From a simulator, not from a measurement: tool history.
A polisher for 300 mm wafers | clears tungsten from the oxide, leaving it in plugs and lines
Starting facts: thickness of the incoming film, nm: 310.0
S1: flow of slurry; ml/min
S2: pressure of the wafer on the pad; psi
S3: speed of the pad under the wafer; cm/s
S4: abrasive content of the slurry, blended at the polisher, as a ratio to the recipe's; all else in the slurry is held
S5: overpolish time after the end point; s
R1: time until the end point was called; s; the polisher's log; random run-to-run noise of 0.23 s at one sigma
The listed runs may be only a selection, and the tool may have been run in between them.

run  hour   S1   S2   S3  S4  S5      R1
  1     0  215  4.5  118   1  11  40.744
  2   2.4  215  3.8  118   1  11  46.824
  3   7.1  215  4.5  118   1  11  40.412
  4  12.9  215  4.5  144   1  11  33.568
  5  19.1  215  4.8  144   1  11  31.526
  6  24.3  215  4.8  144   1  11  31.883
  7  24.9  215  5.1  144   1  11   29.74
  8  28.4  215  5.3  144   1  11  29.125
  9  33.7  215  5.5  144   1  11  27.715

Forecast run 10:
 10  42.7  215  5.6  144   1  11   ?

R1: 27.812 s

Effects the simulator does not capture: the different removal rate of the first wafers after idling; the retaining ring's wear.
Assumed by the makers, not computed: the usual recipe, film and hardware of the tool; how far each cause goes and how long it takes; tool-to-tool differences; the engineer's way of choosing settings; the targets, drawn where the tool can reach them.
